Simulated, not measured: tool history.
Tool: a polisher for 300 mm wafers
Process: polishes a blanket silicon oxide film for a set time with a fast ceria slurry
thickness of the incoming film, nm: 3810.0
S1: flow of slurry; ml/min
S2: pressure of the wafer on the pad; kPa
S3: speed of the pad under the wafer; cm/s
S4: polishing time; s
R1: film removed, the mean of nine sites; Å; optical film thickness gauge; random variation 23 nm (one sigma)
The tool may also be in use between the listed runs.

Run 1, day 0: S1 175 ml/min, S2 22.1 kPa, S3 128 cm/s, S4 71 s. Result: R1 17392 Å.
Run 2, day 0.183: S1 135 ml/min, S2 22.1 kPa, S3 128 cm/s, S4 71 s. Result: R1 16155 Å.
Run 3, day 0.362: S1 135 ml/min, S2 22.1 kPa, S3 106 cm/s, S4 71 s. Result: R1 13640 Å.
Run 4, day 0.708: S1 135 ml/min, S2 22.1 kPa, S3 130 cm/s, S4 71 s. Result: R1 16630 Å.
Run 5, day 0.854: S1 105 ml/min, S2 22.1 kPa, S3 130 cm/s, S4 71 s. Result: R1 16083 Å.
Run 6, day 0.938: S1 105 ml/min, S2 22.1 kPa, S3 130 cm/s, S4 71 s. Result: R1 15855 Å.

Run 7 comes next. What will it give?
Run 7, day 1.033: S1 120 ml/min, S2 23.4 kPa, S3 130 cm/s, S4 71 s. Result: R1 ?.

{"run 7": {"R1": 16891}}
